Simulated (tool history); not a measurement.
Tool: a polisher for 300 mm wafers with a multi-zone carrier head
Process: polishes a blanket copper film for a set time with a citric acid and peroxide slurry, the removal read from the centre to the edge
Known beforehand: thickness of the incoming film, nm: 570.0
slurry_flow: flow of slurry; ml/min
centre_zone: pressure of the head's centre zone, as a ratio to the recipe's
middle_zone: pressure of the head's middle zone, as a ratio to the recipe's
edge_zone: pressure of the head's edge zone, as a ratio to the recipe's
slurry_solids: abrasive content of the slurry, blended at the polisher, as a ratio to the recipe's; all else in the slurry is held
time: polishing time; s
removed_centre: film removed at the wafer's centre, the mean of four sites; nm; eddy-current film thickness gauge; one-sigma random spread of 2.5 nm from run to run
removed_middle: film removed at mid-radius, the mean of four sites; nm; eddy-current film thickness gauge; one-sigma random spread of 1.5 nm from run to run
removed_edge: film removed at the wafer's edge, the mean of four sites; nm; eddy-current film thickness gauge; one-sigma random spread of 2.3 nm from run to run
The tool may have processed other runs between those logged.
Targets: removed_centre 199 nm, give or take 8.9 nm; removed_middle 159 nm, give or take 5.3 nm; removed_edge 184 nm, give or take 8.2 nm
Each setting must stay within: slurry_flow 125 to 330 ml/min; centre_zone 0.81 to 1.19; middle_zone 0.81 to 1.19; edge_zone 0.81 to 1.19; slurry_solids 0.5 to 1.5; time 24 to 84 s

| run | day | slurry_flow | centre_zone | middle_zone | edge_zone | slurry_solids | time | removed_centre | removed_middle | removed_edge |
|---|---|---|---|---|---|---|---|---|---|---|
| 1 | 0 | 210 | 1 | 1 | 1 | 1 | 54 | 133.66 | 133.09 | 131.45 |
| 2 | 0.175 | 210 | 1 | 1.04 | 1 | 1 | 54 | 133.26 | 135.84 | 130.1 |
| 3 | 0.25 | 215 | 1.02 | 1.02 | 1.02 | 1.05 | 55 | 141.78 | 136.02 | 138.61 |
| 4 | 0.529 | 215 | 1.02 | 1.02 | 0.98 | 1.05 | 55 | 137.94 | 138.72 | 134.59 |
| 5 | 0.738 | 220 | 1.04 | 1.03 | 1 | 1.1 | 56 | 149.2 | 143.55 | 137.97 |
| 6 | 1.096 | 220 | 1.04 | 1.09 | 1 | 1.1 | 56 | 150.05 | 147.73 | 142.2 |
| 7 | 1.162 | 220 | 1.05 | 1.09 | 1.03 | 1.15 | 56 | 153.15 | 152.45 | 143.5 |
| 8 | 1.258 | 225 | 1.06 | 1.05 | 1.05 | 1.2 | 57 | 155.74 | 151.68 | 147.03 |
| 9 | 1.442 | 225 | 1.07 | 1.01 | 1.07 | 1.2 | 59 | 164.37 | 151.99 | 155.99 |

5 next moves are on the table. One of them brings every result within its allowed miss. Which?
| A | 1.625 | 235 | 1.05 | 0.95 | 1.19 | 1.15 | 65 | ? | ? | ? |
| B | 1.625 | 215 | 1.16 | 0.94 | 1.18 | 1.45 | 63 | ? | ? | ? |
| C | 1.625 | 240 | 1.16 | 0.95 | 1.17 | 1.15 | 60 | ? | ? | ? |
| D | 1.625 | 255 | 1.14 | 0.95 | 1.19 | 1.15 | 60 | ? | ? | ? |
| E | 1.625 | 220 | 1.12 | 0.89 | 1.13 | 1.3 | 62 | ? | ? | ? |

| move | removed_centre | removed_middle | removed_edge |
|---|---|---|---|
| A | 179.17 | 160.03 | 180.93 |
| B | 199.97 | 160.28 | 182.72 |
| C | 183.4 | 148.04 | 165.87 |
| D | 181.73 | 149.18 | 168.31 |
| E | 185.74 | 147.41 | 171.89 |
A: better than the last run, though not everything is in spec
B: in spec on every target
C: better than the last run, though not everything is in spec
D: better than the last run, though not everything is in spec
E: better than the last run, though not everything is in spec
B is the move that brings every result within its allowed miss.
